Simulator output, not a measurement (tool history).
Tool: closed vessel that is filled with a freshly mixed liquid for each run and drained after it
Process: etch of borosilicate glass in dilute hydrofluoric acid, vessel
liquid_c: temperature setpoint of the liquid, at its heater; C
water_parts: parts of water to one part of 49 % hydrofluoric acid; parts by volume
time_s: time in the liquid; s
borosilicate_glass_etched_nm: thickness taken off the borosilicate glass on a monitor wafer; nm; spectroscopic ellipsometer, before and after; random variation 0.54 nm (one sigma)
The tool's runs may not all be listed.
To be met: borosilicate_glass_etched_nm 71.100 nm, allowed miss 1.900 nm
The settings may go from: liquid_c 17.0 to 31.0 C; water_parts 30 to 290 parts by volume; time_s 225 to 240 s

{"run": 1, "hour": 0.0, "liquid_c": 23.0, "water_parts": 160, "time_s": 225, "borosilicate_glass_etched_nm": 54.304}
{"run": 2, "hour": 6.5, "liquid_c": 23.0, "water_parts": 110, "time_s": 225, "borosilicate_glass_etched_nm": 84.448}
{"run": 3, "hour": 12.3, "liquid_c": 22.0, "water_parts": 110, "time_s": 225, "borosilicate_glass_etched_nm": 80.605}
{"run": 4, "hour": 17.8, "liquid_c": 22.0, "water_parts": 55, "time_s": 225, "borosilicate_glass_etched_nm": 172.59}
{"run": 5, "hour": 25.7, "liquid_c": 21.0, "water_parts": 70, "time_s": 225, "borosilicate_glass_etched_nm": 127.89}
{"run": 6, "hour": 34.1, "liquid_c": 21.0, "water_parts": 70, "time_s": 225, "borosilicate_glass_etched_nm": 128.54}
{"run": 7, "hour": 36.8, "liquid_c": 20.0, "water_parts": 75, "time_s": 225, "borosilicate_glass_etched_nm": 112.09}
{"run": 8, "hour": 43.9, "liquid_c": 19.5, "water_parts": 80, "time_s": 225, "borosilicate_glass_etched_nm": 103.99}
{"hour": 52.5, "done": "hydrofluoric acid flow meter replaced"}
{"run": 9, "hour": 52.5, "liquid_c": 19.0, "water_parts": 85, "time_s": 225, "borosilicate_glass_etched_nm": 87.054}
{"run": 10, "hour": 56.3, "liquid_c": 18.5, "water_parts": 85, "time_s": 225, "borosilicate_glass_etched_nm": 84.522}
{"run": 11, "hour": 61.8, "liquid_c": 17.0, "water_parts": 105, "time_s": 225, "borosilicate_glass_etched_nm": 62.716}

Which of these 5 next moves meets every target?
{"run": "A", "hour": 67.3, "liquid_c": 19.5, "water_parts": 140, "time_s": 240, "borosilicate_glass_etched_nm": "?"}
{"run": "B", "hour": 67.3, "liquid_c": 17.5, "water_parts": 95, "time_s": 235, "borosilicate_glass_etched_nm": "?"}
{"run": "C", "hour": 67.3, "liquid_c": 17.0, "water_parts": 85, "time_s": 225, "borosilicate_glass_etched_nm": "?"}
{"run": "D", "hour": 67.3, "liquid_c": 17.0, "water_parts": 100, "time_s": 240, "borosilicate_glass_etched_nm": "?"}
{"run": "E", "hour": 67.3, "liquid_c": 18.0, "water_parts": 115, "time_s": 225, "borosilicate_glass_etched_nm": "?"}

move=A borosilicate_glass_etched_nm=54.465
move=B borosilicate_glass_etched_nm=75.880
move=C borosilicate_glass_etched_nm=80.346
move=D borosilicate_glass_etched_nm=71.707
move=E borosilicate_glass_etched_nm=60.010
A: further off than the last run
B: takes the result that was furthest off past its target
C: takes the result that was furthest off past its target
D: meets every target
E: further off than the last run
Move D is the one to make.
